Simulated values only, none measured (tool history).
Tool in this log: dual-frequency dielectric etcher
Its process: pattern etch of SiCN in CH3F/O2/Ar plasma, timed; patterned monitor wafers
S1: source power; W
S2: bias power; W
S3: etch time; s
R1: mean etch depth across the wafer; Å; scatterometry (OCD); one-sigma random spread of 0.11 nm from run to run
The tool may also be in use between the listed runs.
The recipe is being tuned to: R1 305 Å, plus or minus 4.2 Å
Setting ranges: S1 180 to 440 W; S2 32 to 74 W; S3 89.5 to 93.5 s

run 1 hour=0 | S1=310 S2=53 S3=89.5 | R1=270.55
run 2 hour=5.8 | S1=320 S2=53 S3=89.5 | R1=272.6
run 3 hour=12 | S1=320 S2=47 S3=89.5 | R1=263.96
run 4 hour=17.3 | S1=330 S2=47 S3=89.5 | R1=265.56
run 5 hour=23.4 | S1=340 S2=48 S3=89.5 | R1=272.51
run 6 hour=27 | S1=350 S2=48 S3=89.5 | R1=272.79
run 7 hour=35.9 | S1=360 S2=49 S3=89.5 | R1=277.65
run 8 hour=44.2 | S1=360 S2=49 S3=89.5 | R1=278.68
run 9 hour=51.4 | S1=370 S2=49 S3=89.5 | R1=280.59
run 10 hour=59.4 | S1=380 S2=49 S3=89.5 | R1=283.87
-- hour=68.2 bias power generator calibrated
run 11 hour=68.2 | S1=390 S2=49 S3=89.5 | R1=283.32
run 12 hour=73.8 | S1=390 S2=49 S3=89.5 | R1=282.64

Which one of the following 5 next-run settings gets every result inside its allowed miss? There is exactly one.
run A hour=79.4 | S1=360 S2=43 S3=92 | R1=?
run B hour=79.4 | S1=380 S2=68 S3=91.5 | R1=?
run C hour=79.4 | S1=390 S2=50 S3=93.5 | R1=?
run D hour=79.4 | S1=410 S2=50 S3=93.5 | R1=?
run E hour=79.4 | S1=410 S2=48 S3=91.5 | R1=?

move=A R1=271.81
move=B R1=316.89
move=C R1=297.3
move=D R1=302.93
move=E R1=292.95
A: lands further from the targets than the last run did
B: the result that was furthest off in the last run now lies on the other side of its target
C: an improvement on the last run, though not all results are within tolerance
D: in spec on every target
E: an improvement on the last run, though not all results are within tolerance
Move D is the one to make.

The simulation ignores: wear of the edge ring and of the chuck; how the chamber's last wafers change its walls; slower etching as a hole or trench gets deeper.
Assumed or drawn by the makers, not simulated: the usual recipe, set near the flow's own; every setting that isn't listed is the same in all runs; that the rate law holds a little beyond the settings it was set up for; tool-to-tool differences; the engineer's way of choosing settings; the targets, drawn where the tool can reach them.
